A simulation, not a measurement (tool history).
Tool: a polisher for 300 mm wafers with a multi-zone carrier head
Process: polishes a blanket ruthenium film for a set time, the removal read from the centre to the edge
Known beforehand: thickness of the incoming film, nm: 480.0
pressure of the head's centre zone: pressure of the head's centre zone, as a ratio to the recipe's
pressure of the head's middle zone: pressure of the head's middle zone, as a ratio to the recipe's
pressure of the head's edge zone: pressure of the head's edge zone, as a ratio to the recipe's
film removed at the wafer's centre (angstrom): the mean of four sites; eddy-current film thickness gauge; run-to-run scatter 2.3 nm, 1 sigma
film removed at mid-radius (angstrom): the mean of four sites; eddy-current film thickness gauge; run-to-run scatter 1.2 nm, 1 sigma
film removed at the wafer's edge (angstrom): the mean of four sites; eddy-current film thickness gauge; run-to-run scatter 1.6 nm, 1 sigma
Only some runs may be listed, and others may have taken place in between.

run	hour	flow of slurry (ml/min)	pressure of the head's centre zone	pressure of the head's middle zone	pressure of the head's edge zone	polishing time (s)	film removed at the wafer's centre (angstrom)	film removed at mid-radius (angstrom)	film removed at the wafer's edge (angstrom)
1	0.0	175	1.00	1.00	1.00	64	1021.7	1011.2	990.81
2	0.8	180	1.02	1.00	1.02	66	1083.4	1025.2	1041.80
3	9.0	160	1.02	1.00	1.02	66	1011.3	1028.5	1016.50
4	9.8	160	1.02	1.00	0.97	66	1042.5	1011.2	983.45
5	13.9	170	1.04	1.01	0.99	67	1094.2	1066.0	1001.60
6	17.8	170	1.04	0.97	0.99	67	1083.5	1018.2	1004.90

Run 7 has not been measured yet. What should we expect?
7	24.2	180	1.05	0.98	1.01	68	?	?	?

{"run 7": {"film removed at the wafer's centre (angstrom)": 1151.4, "film removed at mid-radius (angstrom)": 1049.1, "film removed at the wafer's edge (angstrom)": 1055.0}}
